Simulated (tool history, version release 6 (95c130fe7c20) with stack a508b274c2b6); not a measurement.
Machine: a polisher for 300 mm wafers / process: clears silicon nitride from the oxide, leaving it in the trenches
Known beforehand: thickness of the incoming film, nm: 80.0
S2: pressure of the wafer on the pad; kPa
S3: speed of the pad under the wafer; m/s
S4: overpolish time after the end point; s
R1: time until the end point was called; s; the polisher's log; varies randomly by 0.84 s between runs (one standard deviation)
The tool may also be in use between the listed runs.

{"run": 1, "hour": 0.0, "flow of slurry (ml/min)": 180, "S2": 24.1, "S3": 0.84, "S4": 13, "R1": 102.2}
{"run": 2, "hour": 8.9, "flow of slurry (ml/min)": 215, "S2": 24.1, "S3": 0.84, "S4": 13, "R1": 99.584}
{"run": 3, "hour": 16.1, "flow of slurry (ml/min)": 215, "S2": 20.7, "S3": 0.84, "S4": 13, "R1": 116.35}
{"run": 4, "hour": 19.9, "flow of slurry (ml/min)": 215, "S2": 20.7, "S3": 0.92, "S4": 13, "R1": 104.22}
{"run": 5, "hour": 27.0, "flow of slurry (ml/min)": 215, "S2": 15.9, "S3": 0.92, "S4": 13, "R1": 132.01}
{"run": 6, "hour": 35.1, "flow of slurry (ml/min)": 215, "S2": 20, "S3": 0.94, "S4": 13, "R1": 107.8}
{"run": 7, "hour": 39.9, "flow of slurry (ml/min)": 215, "S2": 22.8, "S3": 0.96, "S4": 13, "R1": 92.68}
{"run": 8, "hour": 43.4, "flow of slurry (ml/min)": 215, "S2": 24.8, "S3": 0.96, "S4": 13, "R1": 87.521}
{"run": 9, "hour": 49.9, "flow of slurry (ml/min)": 215, "S2": 26.9, "S3": 0.98, "S4": 13, "R1": 79.778}
{"run": 10, "hour": 55.1, "flow of slurry (ml/min)": 215, "S2": 29, "S3": 0.98, "S4": 13, "R1": 71.991}

Expected results for the next run?
{"run": 11, "hour": 58.2, "flow of slurry (ml/min)": 215, "S2": 30.3, "S3": 0.98, "S4": 13, "R1": "?"}

{"run 11": {"R1": 70.429}}

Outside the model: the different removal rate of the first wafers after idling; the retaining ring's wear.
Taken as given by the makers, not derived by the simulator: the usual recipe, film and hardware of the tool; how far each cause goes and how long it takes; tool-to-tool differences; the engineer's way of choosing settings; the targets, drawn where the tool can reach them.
